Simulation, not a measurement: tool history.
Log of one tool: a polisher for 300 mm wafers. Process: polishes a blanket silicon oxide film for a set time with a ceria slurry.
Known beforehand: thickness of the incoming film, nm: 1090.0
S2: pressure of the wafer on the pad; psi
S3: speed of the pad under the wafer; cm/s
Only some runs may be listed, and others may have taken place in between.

{"run": 1, "hour": 0.0, "flow of slurry (ml/min)": 215, "S2": 3.4, "S3": 88, "polishing time (s)": 37, "film removed (Å)": 1746.3}
{"run": 2, "hour": 2.9, "flow of slurry (ml/min)": 240, "S2": 3.4, "S3": 88, "polishing time (s)": 37, "film removed (Å)": 1771.3}
{"run": 3, "hour": 8.3, "flow of slurry (ml/min)": 240, "S2": 3.4, "S3": 68, "polishing time (s)": 37, "film removed (Å)": 1363.5}
{"run": 4, "hour": 14.7, "flow of slurry (ml/min)": 275, "S2": 3.4, "S3": 68, "polishing time (s)": 37, "film removed (Å)": 1394.1}
{"run": 5, "hour": 19.5, "flow of slurry (ml/min)": 275, "S2": 3.4, "S3": 48, "polishing time (s)": 37, "film removed (Å)": 994.04}
{"run": 6, "hour": 21.0, "flow of slurry (ml/min)": 275, "S2": 3.6, "S3": 50, "polishing time (s)": 37, "film removed (Å)": 1097.4}

What does the tool deliver on the next run?
{"run": 7, "hour": 24.9, "flow of slurry (ml/min)": 275, "S2": 3.8, "S3": 52, "polishing time (s)": 37, "film removed (Å)": "?"}

film removed (Å): 1201.3
